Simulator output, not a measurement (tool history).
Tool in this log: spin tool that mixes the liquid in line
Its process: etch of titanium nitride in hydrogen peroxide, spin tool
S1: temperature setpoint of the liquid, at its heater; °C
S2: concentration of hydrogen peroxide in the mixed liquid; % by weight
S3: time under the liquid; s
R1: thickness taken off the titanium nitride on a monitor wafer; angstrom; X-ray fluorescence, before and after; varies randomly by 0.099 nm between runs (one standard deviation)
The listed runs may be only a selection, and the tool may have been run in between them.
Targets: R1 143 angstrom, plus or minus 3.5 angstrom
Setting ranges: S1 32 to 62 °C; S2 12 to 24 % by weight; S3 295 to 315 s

run	hour	S1	S2	S3	R1
1	0	46	16	295	65.865
2	3.5	48	16	295	77.39
3	6.2	50.5	16	295	92.966
4	9.4	50.5	18.5	295	95.515
5	17.9	51.5	18.5	295	102.32
6	22.6	51.5	16.5	295	100.1
7	26.3	52.5	16.5	295	108.95
8	33.2	53	16.5	295	111.65
9	39.8	53.5	16.5	295	115.63
10	44.9	54	16.5	295	119.66
11	45.6	54.5	16.5	295	123.27
12	46.3	55	16.5	295	128.28
13	53.4	55.5	16.5	295	132.17
14	61.2	56	16.5	295	137.32

Pick the move, out of 4, that brings all results within their allowed miss; only one does.
A	69	54	18	315	?
B	69	54.5	15	315	?
C	69	56.5	16.5	295	?
D	69	55.5	15.5	295	?

move	R1
A	129.4
B	128.96
C	141.7
D	130.44
A: further off than the last run
B: further off than the last run
C: all results land within tolerance of their targets
D: further off than the last run
C is the move that brings every result within its allowed miss.
